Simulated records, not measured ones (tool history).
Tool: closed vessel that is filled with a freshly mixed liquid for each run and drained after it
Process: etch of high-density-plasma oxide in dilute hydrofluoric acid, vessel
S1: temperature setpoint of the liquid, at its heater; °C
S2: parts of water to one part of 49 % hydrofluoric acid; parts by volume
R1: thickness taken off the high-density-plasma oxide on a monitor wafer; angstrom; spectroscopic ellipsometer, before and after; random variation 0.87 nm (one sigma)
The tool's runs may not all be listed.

run 1 hour=0 | S1=22 S2=60 time_in_the_liquid_(s)=305 | R1=243.89
run 2 hour=4.1 | S1=22 S2=75 time_in_the_liquid_(s)=305 | R1=193.26
run 3 hour=5.2 | S1=24.5 S2=75 time_in_the_liquid_(s)=305 | R1=212.55
run 4 hour=8.2 | S1=24.5 S2=60 time_in_the_liquid_(s)=305 | R1=270.09
run 5 hour=11.8 | S1=24.5 S2=60 time_in_the_liquid_(s)=225 | R1=201.67
run 6 hour=17.4 | S1=25 S2=55 time_in_the_liquid_(s)=235 | R1=234.12
run 7 hour=20.9 | S1=29 S2=30 time_in_the_liquid_(s)=305 | R1=677.48

Forecast run 8:
run 8 hour=25.1 | S1=29.5 S2=25 time_in_the_liquid_(s)=305 | R1=?

{"run 8": {"R1": 836.3}}
